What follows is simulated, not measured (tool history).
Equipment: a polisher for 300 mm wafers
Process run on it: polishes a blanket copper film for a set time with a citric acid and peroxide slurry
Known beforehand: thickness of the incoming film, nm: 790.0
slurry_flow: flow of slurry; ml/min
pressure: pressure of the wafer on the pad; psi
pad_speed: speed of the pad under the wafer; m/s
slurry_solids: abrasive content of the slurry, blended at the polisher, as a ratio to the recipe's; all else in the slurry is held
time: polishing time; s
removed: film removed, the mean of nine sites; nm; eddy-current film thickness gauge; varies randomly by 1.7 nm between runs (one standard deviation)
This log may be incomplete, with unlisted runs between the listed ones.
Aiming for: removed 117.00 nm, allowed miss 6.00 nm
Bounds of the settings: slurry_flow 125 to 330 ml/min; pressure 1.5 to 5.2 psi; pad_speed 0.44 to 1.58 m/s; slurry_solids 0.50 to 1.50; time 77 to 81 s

run    day  slurry_flow  pressure  pad_speed  slurry_solids  time  removed
  1  0.000          210       3.3       1.00           1.00    77   220.12
  2  0.167          210       2.9       0.98           1.00    77   191.70
  3  0.271          210       2.9       1.10           1.00    77   220.50
  4  0.575          210       2.6       1.04           1.00    77   187.50
  5  0.892          210       2.3       1.00           1.00    77   173.53
  6  1.133          210       2.1       0.94           1.00    77   151.39
  7  1.462          210       2.0       0.92           1.00    77   140.94
  8  1.683          210       1.9       0.90           1.00    77   135.70

4 candidate next runs follow, results not yet known. Just one meets every target within its allowed miss. Identify it.
  A  1.904          205       2.1       0.84           0.90    80        ?
  B  1.904          195       1.8       0.80           1.10    77        ?
  C  1.904          185       1.7       0.86           1.15    81        ?
  D  1.904          190       2.1       0.64           1.00    77        ?

move  removed
   A   138.23
   B   118.69
   C   129.59
   D   104.13
A: further off than the last run
B: hits every target within its allowed miss
C: closes in on the targets versus the last run, not all within tolerance yet
D: moves the result that the last run missed by most past its target, out the other side
B meets every target.
